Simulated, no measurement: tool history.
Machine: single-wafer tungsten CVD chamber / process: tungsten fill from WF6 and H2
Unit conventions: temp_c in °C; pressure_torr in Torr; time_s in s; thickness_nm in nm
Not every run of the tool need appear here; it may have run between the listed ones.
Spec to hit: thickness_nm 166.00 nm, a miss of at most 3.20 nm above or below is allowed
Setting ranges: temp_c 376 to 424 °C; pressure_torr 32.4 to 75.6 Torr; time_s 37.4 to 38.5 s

run,hour,temp_c,pressure_torr,time_s,thickness_nm
1,0.0,400,54.0,37.4,151.22
2,4.0,401,54.0,37.4,153.74
3,12.9,402,54.0,37.4,156.07
4,13.9,403,54.0,37.4,157.05
5,16.3,404,54.0,37.4,161.36
6,21.8,397,54.0,37.4,144.60
7,27.8,399,54.1,37.4,148.71
8,31.3,400,54.2,37.4,151.16

Next run, 4 choices. One meets every target within its allowed miss, the rest don't. Which?
A,34.8,396,50.4,37.4,?
B,34.8,407,55.0,38.5,?
C,34.8,393,48.7,38.5,?
D,34.8,404,56.6,37.7,?

move,thickness_nm
A,137.94
B,176.19
C,132.97
D,166.66
A: misses by more than the last run did
B: takes the biggest miss from the last run beyond its target
C: misses by more than the last run did
D: in spec on every target
Go with D: it meets all targets.
